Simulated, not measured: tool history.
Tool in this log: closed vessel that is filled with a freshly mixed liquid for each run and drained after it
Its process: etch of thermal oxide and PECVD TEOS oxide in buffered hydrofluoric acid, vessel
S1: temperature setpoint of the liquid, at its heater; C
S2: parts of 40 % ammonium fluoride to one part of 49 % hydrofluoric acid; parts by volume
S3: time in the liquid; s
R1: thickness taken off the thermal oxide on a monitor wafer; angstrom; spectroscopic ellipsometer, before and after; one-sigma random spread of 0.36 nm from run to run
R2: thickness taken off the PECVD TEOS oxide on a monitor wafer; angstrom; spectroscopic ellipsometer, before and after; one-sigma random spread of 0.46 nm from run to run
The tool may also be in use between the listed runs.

Run 1, hour 0: S1 21 C, S2 9.5 parts by volume, S3 60 s. Result: R1 593.39 angstrom, R2 1117.4 angstrom.
Run 2, hour 8.9: S1 22.5 C, S2 9.5 parts by volume, S3 60 s. Result: R1 642.78 angstrom, R2 1228.9 angstrom.
Run 3, hour 10.3: S1 21 C, S2 10 parts by volume, S3 60 s. Result: R1 573.3 angstrom, R2 1078 angstrom.
Run 4, hour 12.6: S1 21 C, S2 8 parts by volume, S3 60 s. Result: R1 700.51 angstrom, R2 1316.6 angstrom.
Run 5, hour 20.5: S1 24.5 C, S2 8 parts by volume, S3 60 s. Result: R1 846.83 angstrom, R2 1587.4 angstrom.
Run 6, hour 23.3: S1 24.5 C, S2 8 parts by volume, S3 50 s. Result: R1 716.01 angstrom, R2 1334.6 angstrom.
Run 7, hour 31.6: S1 22.5 C, S2 8.5 parts by volume, S3 50 s. Result: R1 597.57 angstrom, R2 1120.4 angstrom.
Run 8, hour 39.1: S1 21 C, S2 8.5 parts by volume, S3 50 s. Result: R1 541.37 angstrom, R2 1031.9 angstrom.

What does the tool deliver on the next run?
Run 9, hour 45.2: S1 17 C, S2 9.5 parts by volume, S3 50 s. Result: R1 ?, R2 ?.

Logged for run 9: R1 390.61 angstrom, R2 741.34 angstrom.
